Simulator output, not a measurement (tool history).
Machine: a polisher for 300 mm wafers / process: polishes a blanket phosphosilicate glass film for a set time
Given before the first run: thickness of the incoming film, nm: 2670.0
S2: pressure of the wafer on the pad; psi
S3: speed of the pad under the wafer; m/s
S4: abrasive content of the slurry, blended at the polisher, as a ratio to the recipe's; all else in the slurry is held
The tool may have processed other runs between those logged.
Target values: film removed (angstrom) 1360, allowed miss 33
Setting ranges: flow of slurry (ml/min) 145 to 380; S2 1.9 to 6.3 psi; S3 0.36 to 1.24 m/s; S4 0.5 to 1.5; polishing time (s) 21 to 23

Run 1, hour 0: flow of slurry (ml/min) 245, S2 4.1 psi, S3 0.8 m/s, S4 1, polishing time (s) 23. Result: film removed (angstrom) 2262.8.
Run 2, hour 1.1: flow of slurry (ml/min) 240, S2 3.7 psi, S3 0.8 m/s, S4 1, polishing time (s) 23. Result: film removed (angstrom) 2060.6.
Run 3, hour 2.9: flow of slurry (ml/min) 240, S2 3.4 psi, S3 0.8 m/s, S4 1, polishing time (s) 23. Result: film removed (angstrom) 1877.6.
Run 4, hour 4.9: flow of slurry (ml/min) 240, S2 3.2 psi, S3 0.8 m/s, S4 1, polishing time (s) 23. Result: film removed (angstrom) 1786.1.
Run 5, hour 11: flow of slurry (ml/min) 240, S2 3 psi, S3 0.8 m/s, S4 1, polishing time (s) 23. Result: film removed (angstrom) 1676.8.
Run 6, hour 18.2: flow of slurry (ml/min) 240, S2 3 psi, S3 0.96 m/s, S4 1, polishing time (s) 23. Result: film removed (angstrom) 1920.7.
Run 7, hour 24.1: flow of slurry (ml/min) 240, S2 2.8 psi, S3 0.96 m/s, S4 1, polishing time (s) 23. Result: film removed (angstrom) 1783.4.
Run 8, hour 30.7: flow of slurry (ml/min) 240, S2 2.6 psi, S3 0.96 m/s, S4 1, polishing time (s) 23. Result: film removed (angstrom) 1691.5.
Run 9, hour 33.9: flow of slurry (ml/min) 240, S2 2.5 psi, S3 0.96 m/s, S4 1, polishing time (s) 23. Result: film removed (angstrom) 1607.1.
Run 10, hour 39.9: flow of slurry (ml/min) 240, S2 2.4 psi, S3 0.96 m/s, S4 1, polishing time (s) 23. Result: film removed (angstrom) 1557.3.
Run 11, hour 45.6: flow of slurry (ml/min) 220, S2 1.9 psi, S3 0.96 m/s, S4 1, polishing time (s) 23. Result: film removed (angstrom) 1218.
Run 12, hour 50.9: flow of slurry (ml/min) 230, S2 1.9 psi, S3 0.96 m/s, S4 1, polishing time (s) 23. Result: film removed (angstrom) 1244.1.

Of the 5 settings listed for the next run, only one would bring every result within its allowed miss of target. Which one?
Run A, hour 56.2: flow of slurry (ml/min) 225, S2 2 psi, S3 1 m/s, S4 1.05, polishing time (s) 21. Result: film removed (angstrom) ?.
Run B, hour 56.2: flow of slurry (ml/min) 210, S2 2.5 psi, S3 0.96 m/s, S4 0.95, polishing time (s) 21. Result: film removed (angstrom) ?.
Run C, hour 56.2: flow of slurry (ml/min) 220, S2 1.9 psi, S3 1.2 m/s, S4 1.05, polishing time (s) 21. Result: film removed (angstrom) ?.
Run D, hour 56.2: flow of slurry (ml/min) 285, S2 1.9 psi, S3 0.94 m/s, S4 0.9, polishing time (s) 21. Result: film removed (angstrom) ?.
Run E, hour 56.2: flow of slurry (ml/min) 255, S2 2.4 psi, S3 0.94 m/s, S4 1.05, polishing time (s) 21. Result: film removed (angstrom) ?.

move  film removed (angstrom)
   A                   1256.4
   B                   1434.3
   C                   1381.2
   D                   1106.3
   E                   1442.6
A: moves toward the targets from the last run without getting all of them in spec
B: the result that was furthest off in the last run now lies on the other side of its target
C: all results land within tolerance of their targets
D: further off than the last run
E: the result that was furthest off in the last run now lies on the other side of its target
Move C is the one to make.
